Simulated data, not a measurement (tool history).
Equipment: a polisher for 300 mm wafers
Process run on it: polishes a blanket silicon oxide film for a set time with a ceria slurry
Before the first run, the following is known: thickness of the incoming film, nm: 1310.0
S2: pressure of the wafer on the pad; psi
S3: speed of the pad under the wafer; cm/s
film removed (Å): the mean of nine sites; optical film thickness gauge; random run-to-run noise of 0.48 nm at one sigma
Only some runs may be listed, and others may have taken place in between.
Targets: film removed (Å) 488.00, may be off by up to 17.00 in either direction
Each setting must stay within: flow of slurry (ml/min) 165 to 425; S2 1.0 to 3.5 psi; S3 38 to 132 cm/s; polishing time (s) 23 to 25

run 1 hour=0.0 | flow_of_slurry_(ml/min)=275 S2=2.2 S3=84 polishing_time_(s)=25 | film_removed_(Å)=712.26
run 2 hour=2.5 | flow_of_slurry_(ml/min)=250 S2=2.2 S3=84 polishing_time_(s)=25 | film_removed_(Å)=700.69
run 3 hour=6.3 | flow_of_slurry_(ml/min)=250 S2=2.2 S3=84 polishing_time_(s)=23 | film_removed_(Å)=653.22
run 4 hour=12.5 | flow_of_slurry_(ml/min)=245 S2=2.1 S3=84 polishing_time_(s)=23 | film_removed_(Å)=622.14
run 5 hour=17.9 | flow_of_slurry_(ml/min)=230 S2=1.8 S3=84 polishing_time_(s)=23 | film_removed_(Å)=565.18
run 6 hour=24.3 | flow_of_slurry_(ml/min)=270 S2=1.8 S3=84 polishing_time_(s)=23 | film_removed_(Å)=575.31
run 7 hour=31.8 | flow_of_slurry_(ml/min)=255 S2=1.6 S3=84 polishing_time_(s)=23 | film_removed_(Å)=537.32
run 8 hour=38.0 | flow_of_slurry_(ml/min)=245 S2=1.5 S3=84 polishing_time_(s)=23 | film_removed_(Å)=519.44

Which of these 4 next moves meets every target?
run A hour=44.2 | flow_of_slurry_(ml/min)=310 S2=1.1 S3=78 polishing_time_(s)=24 | film_removed_(Å)=?
run B hour=44.2 | flow_of_slurry_(ml/min)=285 S2=1.3 S3=84 polishing_time_(s)=23 | film_removed_(Å)=?
run C hour=44.2 | flow_of_slurry_(ml/min)=260 S2=1.6 S3=76 polishing_time_(s)=25 | film_removed_(Å)=?
run D hour=44.2 | flow_of_slurry_(ml/min)=275 S2=1.7 S3=74 polishing_time_(s)=24 | film_removed_(Å)=?

move=A film_removed_(Å)=466.16
move=B film_removed_(Å)=502.81
move=C film_removed_(Å)=559.70
move=D film_removed_(Å)=548.29
A: takes the result that was furthest off past its target
B: meets every target
C: lands further from the targets than the last run did
D: lands further from the targets than the last run did
Answer: B

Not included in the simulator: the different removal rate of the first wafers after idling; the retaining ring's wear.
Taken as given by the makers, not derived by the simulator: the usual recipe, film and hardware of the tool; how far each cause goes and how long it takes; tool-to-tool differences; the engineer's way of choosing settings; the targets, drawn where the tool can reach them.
